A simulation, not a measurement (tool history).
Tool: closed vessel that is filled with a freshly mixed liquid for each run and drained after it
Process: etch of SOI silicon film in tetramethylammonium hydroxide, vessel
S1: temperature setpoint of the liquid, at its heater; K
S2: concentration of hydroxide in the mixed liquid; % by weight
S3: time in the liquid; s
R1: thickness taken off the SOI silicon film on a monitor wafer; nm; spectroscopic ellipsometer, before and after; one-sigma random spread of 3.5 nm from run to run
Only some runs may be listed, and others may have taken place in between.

run,hour,S1,S2,S3,R1
1,0,341.15,11.5,95,584.2
2,2.6,341.15,11.5,95,584.07
3,7,341.15,11.5,95,590.1
4,13.9,345.65,11.5,95,765.28
5,18.6,342.65,11.5,95,645.34
6,27.2,341.15,11.5,95,593.38
7,27.9,339.65,11.5,95,548.27
8,34.1,338.65,11.5,95,507.74
9,36.3,338.65,11.5,95,503.83

The next listed run, before its measurement:
# hour 40.4: thermometer replaced
10,40.4,337.65,11.5,95,?

R1: 518.14 nm
